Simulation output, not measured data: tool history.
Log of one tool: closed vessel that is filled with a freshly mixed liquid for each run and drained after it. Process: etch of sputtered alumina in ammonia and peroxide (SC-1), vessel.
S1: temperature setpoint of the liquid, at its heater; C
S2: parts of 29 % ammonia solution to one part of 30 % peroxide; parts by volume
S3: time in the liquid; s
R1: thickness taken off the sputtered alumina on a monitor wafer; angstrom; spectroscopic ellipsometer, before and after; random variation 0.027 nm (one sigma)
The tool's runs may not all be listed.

run 1 day=0 | S1=53 S2=0.65 S3=35 | R1=34.968
run 2 day=0.192 | S1=53 S2=0.65 S3=35 | R1=35.344
run 3 day=0.562 | S1=53 S2=0.65 S3=35 | R1=35.276
run 4 day=0.862 | S1=53 S2=0.5 S3=35 | R1=34.311
run 5 day=1.062 | S1=55 S2=0.5 S3=35 | R1=37.703
run 6 day=1.408 | S1=55 S2=0.5 S3=35 | R1=37.895
run 7 day=1.762 | S1=56.5 S2=0.5 S3=35 | R1=41.327

Predict the results of run 8:
run 8 day=1.808 | S1=57.5 S2=0.5 S3=35 | R1=?

R1: 43.289 angstrom

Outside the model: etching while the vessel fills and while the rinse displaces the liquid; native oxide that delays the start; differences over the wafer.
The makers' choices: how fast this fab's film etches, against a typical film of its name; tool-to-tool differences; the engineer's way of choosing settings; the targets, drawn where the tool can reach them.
